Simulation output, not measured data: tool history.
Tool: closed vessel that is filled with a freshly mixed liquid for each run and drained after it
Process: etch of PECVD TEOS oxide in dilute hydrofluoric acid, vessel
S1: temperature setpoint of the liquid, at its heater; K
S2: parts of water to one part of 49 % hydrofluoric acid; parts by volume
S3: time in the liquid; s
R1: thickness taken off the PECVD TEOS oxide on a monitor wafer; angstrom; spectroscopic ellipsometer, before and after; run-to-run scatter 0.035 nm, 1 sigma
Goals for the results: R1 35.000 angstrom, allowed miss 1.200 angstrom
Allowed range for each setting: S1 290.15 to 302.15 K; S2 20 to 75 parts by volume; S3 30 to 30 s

run,hour,S1,S2,S3,R1
1,0.0,294.15,45,30,53.165
2,4.0,293.65,45,30,52.101
3,11.1,293.65,45,30,51.158
4,12.8,293.65,45,30,51.069
5,17.3,293.65,45,30,52.085
6,21.6,293.15,45,30,49.852
7,26.2,292.65,45,30,49.215
8,28.7,292.15,45,30,48.806
9,34.8,290.15,60,30,32.638
10,39.3,290.15,60,30,33.029

4 next moves are on the table. One of them brings every result within its allowed miss. Which?
A,43.8,293.65,65,30,?
B,43.8,291.15,65,30,?
C,43.8,294.15,70,30,?
D,43.8,291.65,55,30,?

move,R1
A,34.580
B,31.110
C,32.591
D,37.991
A: in spec on every target
B: the biggest miss grows against the last run
C: the biggest miss grows against the last run
D: moves the result that the last run missed by most past its target, out the other side
Correct choice: A, which meets every target
